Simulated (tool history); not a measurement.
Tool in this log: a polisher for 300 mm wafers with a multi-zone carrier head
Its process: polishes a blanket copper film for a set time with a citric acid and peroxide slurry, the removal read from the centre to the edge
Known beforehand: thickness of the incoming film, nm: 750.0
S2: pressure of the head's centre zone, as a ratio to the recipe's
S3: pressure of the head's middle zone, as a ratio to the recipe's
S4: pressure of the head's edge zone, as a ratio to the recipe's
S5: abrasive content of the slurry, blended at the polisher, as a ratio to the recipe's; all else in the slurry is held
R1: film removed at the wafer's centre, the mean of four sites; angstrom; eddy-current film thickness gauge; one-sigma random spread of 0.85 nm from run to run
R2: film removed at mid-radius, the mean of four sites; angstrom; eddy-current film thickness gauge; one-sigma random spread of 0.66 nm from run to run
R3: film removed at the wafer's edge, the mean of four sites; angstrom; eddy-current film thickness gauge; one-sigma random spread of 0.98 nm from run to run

{"run": 1, "day": 0.0, "flow of slurry (ml/min)": 190, "S2": 1, "S3": 1, "S4": 1, "S5": 1, "polishing time (s)": 40, "R1": 1245.1, "R2": 1205.5, "R3": 1203.8}
{"run": 2, "day": 0.054, "flow of slurry (ml/min)": 185, "S2": 0.97, "S3": 0.99, "S4": 0.98, "S5": 0.9, "polishing time (s)": 39, "R1": 1145.4, "R2": 1157.8, "R3": 1144.6}
{"run": 3, "day": 0.367, "flow of slurry (ml/min)": 185, "S2": 0.97, "S3": 0.99, "S4": 1.03, "S5": 0.9, "polishing time (s)": 39, "R1": 1146, "R2": 1140.4, "R3": 1147.2}
{"run": 4, "day": 0.642, "flow of slurry (ml/min)": 180, "S2": 0.95, "S3": 0.98, "S4": 1.02, "S5": 0.85, "polishing time (s)": 38, "R1": 1085.1, "R2": 1074.1, "R3": 1126.3}
{"run": 5, "day": 1.017, "flow of slurry (ml/min)": 180, "S2": 0.94, "S3": 0.99, "S4": 1, "S5": 0.8, "polishing time (s)": 37, "R1": 1021, "R2": 1061.4, "R3": 1059.2}
{"run": 6, "day": 1.296, "flow of slurry (ml/min)": 175, "S2": 0.93, "S3": 0.98, "S4": 0.98, "S5": 0.75, "polishing time (s)": 36, "R1": 984.95, "R2": 1009.1, "R3": 997.97}
{"run": 7, "day": 1.492, "flow of slurry (ml/min)": 170, "S2": 0.91, "S3": 0.98, "S4": 0.98, "S5": 0.7, "polishing time (s)": 36, "R1": 966.75, "R2": 1007.6, "R3": 1012.1}

Expected results for the next run?
{"run": 8, "day": 1.562, "flow of slurry (ml/min)": 170, "S2": 0.9, "S3": 0.98, "S4": 0.97, "S5": 0.65, "polishing time (s)": 35, "R1": "?", "R2": "?", "R3": "?"}

R1: 913.94 angstrom
R2: 965.28 angstrom
R3: 972.28 angstrom

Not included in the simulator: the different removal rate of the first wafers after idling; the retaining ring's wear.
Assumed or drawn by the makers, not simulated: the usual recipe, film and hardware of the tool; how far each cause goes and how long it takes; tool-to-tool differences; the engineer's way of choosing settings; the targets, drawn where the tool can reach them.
